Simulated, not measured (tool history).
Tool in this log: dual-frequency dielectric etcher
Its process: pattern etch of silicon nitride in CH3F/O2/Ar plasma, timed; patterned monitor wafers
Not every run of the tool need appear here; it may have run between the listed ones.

run	hour	source power (W)	bias power (W)	etch time (s)	mean etch depth across the wafer (Å)
1	0	490	69	105.5	836.39
2	6.3	490	60	105.5	815.97
3	15.2	460	58	105.5	773.28
4	16.9	460	58	105.5	765.15
5	22.1	460	58	109.5	801.7
6	30.3	440	57	109.5	774.72
7	31	430	57	109.5	761.16
8	39.4	420	57	109.5	751.9

Forecast run 9:
9	47.1	410	57	109.5	?

{"run 9": {"mean etch depth across the wafer (Å)": 741}}
